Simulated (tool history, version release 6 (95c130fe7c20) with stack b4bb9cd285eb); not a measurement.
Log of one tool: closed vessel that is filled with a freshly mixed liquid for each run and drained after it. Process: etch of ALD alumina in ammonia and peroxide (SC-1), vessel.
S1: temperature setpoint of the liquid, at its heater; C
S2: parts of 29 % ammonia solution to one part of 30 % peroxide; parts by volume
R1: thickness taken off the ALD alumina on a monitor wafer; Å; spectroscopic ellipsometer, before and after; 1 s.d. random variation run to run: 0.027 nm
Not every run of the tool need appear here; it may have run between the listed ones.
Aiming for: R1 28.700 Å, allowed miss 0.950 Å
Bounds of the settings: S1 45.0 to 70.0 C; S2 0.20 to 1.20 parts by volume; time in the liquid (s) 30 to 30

{"run": 1, "hour": 0.0, "S1": 61.0, "S2": 0.8, "time in the liquid (s)": 30, "R1": 35.171}
{"run": 2, "hour": 5.3, "S1": 64.5, "S2": 0.8, "time in the liquid (s)": 30, "R1": 42.238}
{"run": 3, "hour": 7.4, "S1": 62.0, "S2": 0.8, "time in the liquid (s)": 30, "R1": 36.877}
{"run": 4, "hour": 11.1, "S1": 62.0, "S2": 0.8, "time in the liquid (s)": 30, "R1": 36.618}
{"run": 5, "hour": 18.3, "S1": 62.0, "S2": 0.8, "time in the liquid (s)": 30, "R1": 37.494}
{"run": 6, "hour": 20.0, "S1": 60.0, "S2": 0.8, "time in the liquid (s)": 30, "R1": 33.666}
{"run": 7, "hour": 22.6, "S1": 59.0, "S2": 0.8, "time in the liquid (s)": 30, "R1": 31.49}
{"run": 8, "hour": 31.6, "S1": 58.5, "S2": 0.8, "time in the liquid (s)": 30, "R1": 30.388}
{"run": 9, "hour": 32.9, "S1": 58.0, "S2": 0.8, "time in the liquid (s)": 30, "R1": 30.868}

Below are 4 possible settings for the next run. Only one of them brings all results inside the allowed miss of their targets. Which is it?
{"run": "A", "hour": 34.2, "S1": 60.5, "S2": 0.85, "time in the liquid (s)": 30, "R1": "?"}
{"run": "B", "hour": 34.2, "S1": 55.5, "S2": 0.95, "time in the liquid (s)": 30, "R1": "?"}
{"run": "C", "hour": 34.2, "S1": 57.0, "S2": 0.9, "time in the liquid (s)": 30, "R1": "?"}
{"run": "D", "hour": 34.2, "S1": 60.0, "S2": 0.95, "time in the liquid (s)": 30, "R1": "?"}

move=A R1=34.245
move=B R1=26.680
move=C R1=28.725
move=D R1=33.732
A: misses by more than the last run did
B: takes the biggest miss from the last run beyond its target
C: all results in spec
D: misses by more than the last run did
C meets every target.

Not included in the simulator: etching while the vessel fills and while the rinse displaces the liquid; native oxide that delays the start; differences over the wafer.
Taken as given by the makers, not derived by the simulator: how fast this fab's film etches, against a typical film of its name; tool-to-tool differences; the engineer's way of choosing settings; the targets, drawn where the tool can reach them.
